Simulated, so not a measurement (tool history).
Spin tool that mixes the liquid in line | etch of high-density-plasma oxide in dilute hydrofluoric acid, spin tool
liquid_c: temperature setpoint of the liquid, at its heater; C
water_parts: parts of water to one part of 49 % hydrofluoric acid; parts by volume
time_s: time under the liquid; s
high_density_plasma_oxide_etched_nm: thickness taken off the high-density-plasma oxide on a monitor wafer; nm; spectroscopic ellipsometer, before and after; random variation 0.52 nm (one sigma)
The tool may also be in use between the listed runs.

run,hour,liquid_c,water_parts,time_s,high_density_plasma_oxide_etched_nm
1,0.0,23.0,45,190,44.318
2,4.2,26.0,45,190,49.602
3,10.3,26.0,35,190,65.205
4,15.1,27.0,35,190,68.143
5,23.7,28.0,35,190,70.488
6,32.6,28.5,35,190,71.662
7,41.3,29.0,35,190,73.423
8,49.1,29.5,35,190,74.868
9,55.5,29.5,35,190,75.187
10,64.1,30.0,35,190,76.280
11,66.6,30.5,30,190,92.516

Run 12 comes next. What will it give?
12,71.6,31.0,30,190,?

{"run 12": {"high_density_plasma_oxide_etched_nm": 93.53}}

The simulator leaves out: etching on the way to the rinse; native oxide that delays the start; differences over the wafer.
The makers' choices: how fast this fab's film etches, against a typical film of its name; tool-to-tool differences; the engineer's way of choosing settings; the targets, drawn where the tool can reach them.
